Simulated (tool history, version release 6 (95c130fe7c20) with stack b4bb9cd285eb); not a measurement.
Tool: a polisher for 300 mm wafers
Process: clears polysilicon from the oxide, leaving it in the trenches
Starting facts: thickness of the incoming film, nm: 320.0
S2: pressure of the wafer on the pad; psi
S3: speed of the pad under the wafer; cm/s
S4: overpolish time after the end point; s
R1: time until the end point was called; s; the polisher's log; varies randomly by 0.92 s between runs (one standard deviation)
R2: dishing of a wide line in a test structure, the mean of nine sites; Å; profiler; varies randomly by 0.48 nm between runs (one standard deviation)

{"run": 1, "hour": 0.0, "flow of slurry (ml/min)": 200, "S2": 2, "S3": 90, "S4": 14, "R1": 32.303, "R2": 649.99}
{"run": 2, "hour": 8.7, "flow of slurry (ml/min)": 200, "S2": 2, "S3": 80, "S4": 14, "R1": 37.174, "R2": 624.83}
{"run": 3, "hour": 13.8, "flow of slurry (ml/min)": 155, "S2": 2, "S3": 80, "S4": 14, "R1": 38.495, "R2": 635.14}
{"run": 4, "hour": 15.8, "flow of slurry (ml/min)": 200, "S2": 1.7, "S3": 82, "S4": 11, "R1": 41.539, "R2": 529.82}
{"run": 5, "hour": 16.8, "flow of slurry (ml/min)": 235, "S2": 1.5, "S3": 84, "S4": 9, "R1": 45.245, "R2": 449.98}
{"run": 6, "hour": 21.3, "flow of slurry (ml/min)": 235, "S2": 1.2, "S3": 84, "S4": 9, "R1": 55.427, "R2": 372.42}

Expected results for the next run?
{"run": 7, "hour": 29.4, "flow of slurry (ml/min)": 250, "S2": 0.9, "S3": 110, "S4": 4, "R1": "?", "R2": "?"}

{"run 7": {"R1": 57.045, "R2": 189.16}}
